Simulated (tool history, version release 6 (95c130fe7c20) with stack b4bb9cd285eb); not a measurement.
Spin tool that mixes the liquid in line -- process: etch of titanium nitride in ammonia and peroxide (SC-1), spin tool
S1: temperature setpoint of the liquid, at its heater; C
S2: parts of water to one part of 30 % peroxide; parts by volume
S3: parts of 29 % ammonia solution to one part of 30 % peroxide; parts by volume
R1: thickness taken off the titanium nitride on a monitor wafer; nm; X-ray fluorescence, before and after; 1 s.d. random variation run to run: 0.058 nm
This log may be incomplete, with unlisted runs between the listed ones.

Run 1, hour 0: S1 59 C, S2 15 parts by volume, S3 0.75 parts by volume, time under the liquid (s) 20. Result: R1 3.7009 nm.
Run 2, hour 4.5: S1 59 C, S2 15 parts by volume, S3 0.75 parts by volume, time under the liquid (s) 20. Result: R1 3.6929 nm.
Run 3, hour 8.4: S1 59 C, S2 15 parts by volume, S3 0.55 parts by volume, time under the liquid (s) 20. Result: R1 3.4958 nm.
Run 4, hour 13.7: S1 59 C, S2 13 parts by volume, S3 0.55 parts by volume, time under the liquid (s) 20. Result: R1 3.7886 nm.
Run 5, hour 17.5: S1 59 C, S2 13 parts by volume, S3 0.4 parts by volume, time under the liquid (s) 20. Result: R1 3.5733 nm.
Run 6, hour 18.4: S1 60 C, S2 13 parts by volume, S3 0.4 parts by volume, time under the liquid (s) 20. Result: R1 3.7871 nm.
Run 7, hour 26.5: S1 61 C, S2 13 parts by volume, S3 0.4 parts by volume, time under the liquid (s) 20. Result: R1 4.1117 nm.
Run 8, hour 27.6: S1 62 C, S2 13 parts by volume, S3 0.4 parts by volume, time under the liquid (s) 20. Result: R1 4.3448 nm.

The next listed run, before its measurement:
Run 9, hour 31.5: S1 62 C, S2 13 parts by volume, S3 0.4 parts by volume, time under the liquid (s) 20. Result: R1 ?.

Run 9 yielded R1 4.3056 nm.
